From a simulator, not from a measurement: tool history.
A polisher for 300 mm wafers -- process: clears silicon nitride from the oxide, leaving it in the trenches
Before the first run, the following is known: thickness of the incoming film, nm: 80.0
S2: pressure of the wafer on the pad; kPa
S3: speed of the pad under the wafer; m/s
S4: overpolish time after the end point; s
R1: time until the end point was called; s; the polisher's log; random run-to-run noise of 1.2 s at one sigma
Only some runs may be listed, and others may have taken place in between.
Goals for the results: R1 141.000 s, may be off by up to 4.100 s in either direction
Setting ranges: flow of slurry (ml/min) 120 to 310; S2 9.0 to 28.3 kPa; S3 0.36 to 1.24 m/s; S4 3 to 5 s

run 1 hour=0.0 | flow_of_slurry_(ml/min)=200 S2=18.6 S3=0.80 S4=5 | R1=94.606
run 2 hour=7.1 | flow_of_slurry_(ml/min)=200 S2=17.9 S3=0.80 S4=5 | R1=99.513
run 3 hour=9.9 | flow_of_slurry_(ml/min)=200 S2=17.2 S3=0.80 S4=5 | R1=102.870
run 4 hour=11.9 | flow_of_slurry_(ml/min)=200 S2=17.2 S3=0.80 S4=3 | R1=103.800
run 5 hour=20.7 | flow_of_slurry_(ml/min)=235 S2=17.2 S3=0.80 S4=3 | R1=100.990
run 6 hour=24.0 | flow_of_slurry_(ml/min)=235 S2=17.2 S3=0.80 S4=3 | R1=102.620
run 7 hour=30.4 | flow_of_slurry_(ml/min)=235 S2=16.5 S3=0.80 S4=3 | R1=105.580
run 8 hour=35.2 | flow_of_slurry_(ml/min)=235 S2=16.5 S3=0.80 S4=3 | R1=104.370
run 9 hour=42.7 | flow_of_slurry_(ml/min)=230 S2=15.9 S3=0.80 S4=3 | R1=110.630
run 10 hour=43.5 | flow_of_slurry_(ml/min)=230 S2=15.2 S3=0.80 S4=3 | R1=115.570
run 11 hour=50.5 | flow_of_slurry_(ml/min)=220 S2=13.1 S3=0.80 S4=3 | R1=133.430

Pick the move, out of 5, that brings all results within their allowed miss; only one does.
run A hour=57.5 | flow_of_slurry_(ml/min)=255 S2=12.4 S3=0.90 S4=3 | R1=?
run B hour=57.5 | flow_of_slurry_(ml/min)=200 S2=14.5 S3=0.76 S4=5 | R1=?
run C hour=57.5 | flow_of_slurry_(ml/min)=160 S2=18.6 S3=0.64 S4=5 | R1=?
run D hour=57.5 | flow_of_slurry_(ml/min)=210 S2=13.8 S3=0.76 S4=3 | R1=?
run E hour=57.5 | flow_of_slurry_(ml/min)=235 S2=13.1 S3=0.74 S4=3 | R1=?

move=A R1=122.420
move=B R1=127.720
move=C R1=121.650
move=D R1=133.100
move=E R1=141.730
A: moves away from the targets compared with the last run
B: moves away from the targets compared with the last run
C: moves away from the targets compared with the last run
D: as far off as the last run
E: all results in spec
Move E is the one to make.
